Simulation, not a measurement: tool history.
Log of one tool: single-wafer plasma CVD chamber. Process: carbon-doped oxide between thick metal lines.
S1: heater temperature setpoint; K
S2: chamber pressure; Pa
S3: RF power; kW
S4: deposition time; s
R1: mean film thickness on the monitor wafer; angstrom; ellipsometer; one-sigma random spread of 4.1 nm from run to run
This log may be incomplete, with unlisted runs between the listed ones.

run	hour	S1	S2	S3	S4	R1
1	0	638.15	767	0.435	190	8253.3
2	2.6	639.15	753	0.42	190	7983.2
3	5.5	639.15	753	0.42	196	8192.1
4	12.8	649.15	753	0.42	196	8101.2
5	21.1	649.15	753	0.42	190	7838.3
6	28.2	649.15	745	0.41	190	7688.7
7	32.5	649.15	739	0.405	190	7625.9

Run 8 has not been measured yet. What should we expect?
8	38.2	649.15	735	0.4	190	?

For run 8 the tool returned R1 7547.2 angstrom.
